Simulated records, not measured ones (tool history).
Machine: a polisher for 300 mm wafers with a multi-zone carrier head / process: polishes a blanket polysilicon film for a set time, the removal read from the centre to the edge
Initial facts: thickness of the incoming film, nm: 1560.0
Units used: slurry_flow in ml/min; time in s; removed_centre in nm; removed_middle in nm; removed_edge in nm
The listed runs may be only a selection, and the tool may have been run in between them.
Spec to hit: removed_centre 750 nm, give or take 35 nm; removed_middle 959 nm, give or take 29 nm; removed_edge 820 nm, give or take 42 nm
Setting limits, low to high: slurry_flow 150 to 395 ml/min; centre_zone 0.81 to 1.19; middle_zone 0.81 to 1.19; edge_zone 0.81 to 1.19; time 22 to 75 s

run    day  slurry_flow  centre_zone  middle_zone  edge_zone  time  removed_centre  removed_middle  removed_edge
  1      0          250            1            1          1    48          631.52          634.63        635.71
  2  0.071          250            1         0.93          1    48          632.98          594.15        641.43
  3  0.408          250            1         0.93          1    57          751.47          693.88        730.77
  4  0.667          250         1.08         0.93          1    57          827.97          708.72        761.44
  5  0.808          250         1.05         0.93          1    57          794.39          709.98         735.1
  6  1.096          260         1.01         1.01       1.04    58          772.12          767.25        782.61
  7  1.388          270         0.99         1.06       1.03    59          780.57          822.19        767.57
     1.412  -- slurry nozzle cleaned
  8  1.412          270         0.99         1.06       1.03    59          799.79          843.53        808.38

Next run, 4 choices. One meets every target within its allowed miss, the rest don't. Which?
  A  1.438          320          0.9         1.19       1.05    59               ?               ?             ?
  B  1.438          230         0.89         1.19       0.84    57               ?               ?             ?
  C  1.438          285          0.9         1.12       1.04    59               ?               ?             ?
  D  1.438          260         0.96         1.16       1.18    56               ?               ?             ?

move  removed_centre  removed_middle  removed_edge
   A          747.78          953.83        823.93
   B          684.36          886.69        701.73
   C          737.63          894.49        813.61
   D          738.65           865.3        812.58
A: all results land within tolerance of their targets
B: better than the last run, though not everything is in spec
C: better than the last run, though not everything is in spec
D: better than the last run, though not everything is in spec
Go with A: it meets all targets.
